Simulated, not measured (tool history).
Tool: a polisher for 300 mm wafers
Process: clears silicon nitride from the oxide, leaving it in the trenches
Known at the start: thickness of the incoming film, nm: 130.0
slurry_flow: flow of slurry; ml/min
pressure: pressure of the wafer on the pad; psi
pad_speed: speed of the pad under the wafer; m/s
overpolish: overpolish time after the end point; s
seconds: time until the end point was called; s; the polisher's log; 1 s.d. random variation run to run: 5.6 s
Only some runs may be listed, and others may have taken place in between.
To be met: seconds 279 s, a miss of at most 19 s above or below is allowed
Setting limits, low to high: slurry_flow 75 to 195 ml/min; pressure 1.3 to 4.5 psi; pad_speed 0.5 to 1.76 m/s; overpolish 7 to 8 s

{"run": 1, "hour": 0.0, "slurry_flow": 125, "pressure": 2.9, "pad_speed": 1.12, "overpolish": 8, "seconds": 145.52}
{"run": 2, "hour": 0.8, "slurry_flow": 125, "pressure": 2.9, "pad_speed": 1.12, "overpolish": 7, "seconds": 142.17}
{"run": 3, "hour": 8.6, "slurry_flow": 125, "pressure": 2.4, "pad_speed": 1.06, "overpolish": 7, "seconds": 179.85}
{"run": 4, "hour": 14.3, "slurry_flow": 125, "pressure": 2, "pad_speed": 1.04, "overpolish": 7, "seconds": 205.1}
{"run": 5, "hour": 15.5, "slurry_flow": 125, "pressure": 2, "pad_speed": 0.94, "overpolish": 7, "seconds": 219.81}
{"run": 6, "hour": 19.2, "slurry_flow": 125, "pressure": 2.4, "pad_speed": 0.94, "overpolish": 7, "seconds": 200.4}
{"run": 7, "hour": 23.6, "slurry_flow": 120, "pressure": 1.6, "pad_speed": 0.84, "overpolish": 7, "seconds": 303.55}
{"run": 8, "hour": 25.5, "slurry_flow": 125, "pressure": 1.6, "pad_speed": 0.84, "overpolish": 7, "seconds": 304.49}

Consider the 5 candidate settings below. Which is the only one whose results all fall within their allowed miss of target?
{"run": "A", "hour": 27.4, "slurry_flow": 120, "pressure": 1.6, "pad_speed": 0.92, "overpolish": 7, "seconds": "?"}
{"run": "B", "hour": 27.4, "slurry_flow": 125, "pressure": 1.4, "pad_speed": 0.84, "overpolish": 7, "seconds": "?"}
{"run": "C", "hour": 27.4, "slurry_flow": 130, "pressure": 1.4, "pad_speed": 0.9, "overpolish": 7, "seconds": "?"}
{"run": "D", "hour": 27.4, "slurry_flow": 135, "pressure": 2.1, "pad_speed": 0.56, "overpolish": 8, "seconds": "?"}
{"run": "E", "hour": 27.4, "slurry_flow": 115, "pressure": 1.8, "pad_speed": 0.72, "overpolish": 7, "seconds": "?"}

move=A seconds=284.63
move=B seconds=339.04
move=C seconds=316.67
move=D seconds=340.85
move=E seconds=323.58
A: all results land within tolerance of their targets
B: moves away from the targets compared with the last run
C: moves away from the targets compared with the last run
D: moves away from the targets compared with the last run
E: moves away from the targets compared with the last run
Answer: A
